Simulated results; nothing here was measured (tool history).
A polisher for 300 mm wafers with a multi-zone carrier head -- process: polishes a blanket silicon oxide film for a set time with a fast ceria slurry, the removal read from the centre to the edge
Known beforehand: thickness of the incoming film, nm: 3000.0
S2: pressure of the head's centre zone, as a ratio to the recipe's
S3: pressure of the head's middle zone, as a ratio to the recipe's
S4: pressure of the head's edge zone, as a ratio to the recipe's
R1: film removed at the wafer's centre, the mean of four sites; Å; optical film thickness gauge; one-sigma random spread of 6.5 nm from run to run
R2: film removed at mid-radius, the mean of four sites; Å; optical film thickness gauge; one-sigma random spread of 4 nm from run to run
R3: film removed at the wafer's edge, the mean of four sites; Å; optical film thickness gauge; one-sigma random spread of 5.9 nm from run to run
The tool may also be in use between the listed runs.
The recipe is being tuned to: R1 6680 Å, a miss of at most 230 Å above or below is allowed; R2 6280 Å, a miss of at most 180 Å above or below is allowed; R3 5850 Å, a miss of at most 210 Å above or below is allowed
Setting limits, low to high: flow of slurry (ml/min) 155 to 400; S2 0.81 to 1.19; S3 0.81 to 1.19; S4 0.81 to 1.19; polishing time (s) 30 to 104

{"run": 1, "hour": 0.0, "flow of slurry (ml/min)": 255, "S2": 1, "S3": 1, "S4": 1, "polishing time (s)": 67, "R1": 5574.4, "R2": 5769.2, "R3": 5754.3}
{"run": 2, "hour": 2.9, "flow of slurry (ml/min)": 270, "S2": 1.03, "S3": 1.01, "S4": 0.99, "polishing time (s)": 67, "R1": 5761.7, "R2": 5779.7, "R3": 5807}
{"run": 3, "hour": 9.7, "flow of slurry (ml/min)": 270, "S2": 1.03, "S3": 1.01, "S4": 0.99, "polishing time (s)": 77, "R1": 6833.2, "R2": 6600.8, "R3": 6506.6}
{"run": 4, "hour": 15.6, "flow of slurry (ml/min)": 270, "S2": 1.03, "S3": 1.01, "S4": 0.92, "polishing time (s)": 77, "R1": 6770, "R2": 6553.4, "R3": 6489.3}
{"run": 5, "hour": 18.8, "flow of slurry (ml/min)": 295, "S2": 1.03, "S3": 1.01, "S4": 0.92, "polishing time (s)": 77, "R1": 6809.3, "R2": 6723, "R3": 6361}
{"run": 6, "hour": 27.0, "flow of slurry (ml/min)": 305, "S2": 1.04, "S3": 1, "S4": 0.91, "polishing time (s)": 76, "R1": 6702.2, "R2": 6586.3, "R3": 6162.4}
{"run": 7, "hour": 32.4, "flow of slurry (ml/min)": 310, "S2": 1.05, "S3": 0.99, "S4": 0.9, "polishing time (s)": 76, "R1": 6896.1, "R2": 6535.7, "R3": 6343.3}
{"run": 8, "hour": 36.1, "flow of slurry (ml/min)": 315, "S2": 1.06, "S3": 1, "S4": 0.89, "polishing time (s)": 75, "R1": 6857.8, "R2": 6475.8, "R3": 6325.6}
{"run": 9, "hour": 37.6, "flow of slurry (ml/min)": 335, "S2": 1.06, "S3": 1, "S4": 0.87, "polishing time (s)": 74, "R1": 6833.2, "R2": 6517.9, "R3": 6041.8}

Of the 4 settings listed for the next run, only one would bring every result within its allowed miss of target. Which one?
{"run": "A", "hour": 39.1, "flow of slurry (ml/min)": 315, "S2": 1.08, "S3": 1.02, "S4": 0.85, "polishing time (s)": 72, "R1": "?", "R2": "?", "R3": "?"}
{"run": "B", "hour": 39.1, "flow of slurry (ml/min)": 250, "S2": 1.05, "S3": 0.95, "S4": 0.97, "polishing time (s)": 75, "R1": "?", "R2": "?", "R3": "?"}
{"run": "C", "hour": 39.1, "flow of slurry (ml/min)": 390, "S2": 1.05, "S3": 1.08, "S4": 0.86, "polishing time (s)": 74, "R1": "?", "R2": "?", "R3": "?"}
{"run": "D", "hour": 39.1, "flow of slurry (ml/min)": 170, "S2": 1.08, "S3": 0.92, "S4": 0.95, "polishing time (s)": 76, "R1": "?", "R2": "?", "R3": "?"}

move=A R1=6588.5 R2=6276.7 R3=5767.8
move=B R1=6513.8 R2=6148.6 R3=6287.3
move=C R1=6705.6 R2=6781.6 R3=6032.1
move=D R1=6465.4 R2=5858.2 R3=6108.2
A: meets every target
B: the furthest-off result lands on target, but another misses its tolerance
C: further off than the last run
D: moves the result that the last run missed by most past its target, out the other side
A meets every target.

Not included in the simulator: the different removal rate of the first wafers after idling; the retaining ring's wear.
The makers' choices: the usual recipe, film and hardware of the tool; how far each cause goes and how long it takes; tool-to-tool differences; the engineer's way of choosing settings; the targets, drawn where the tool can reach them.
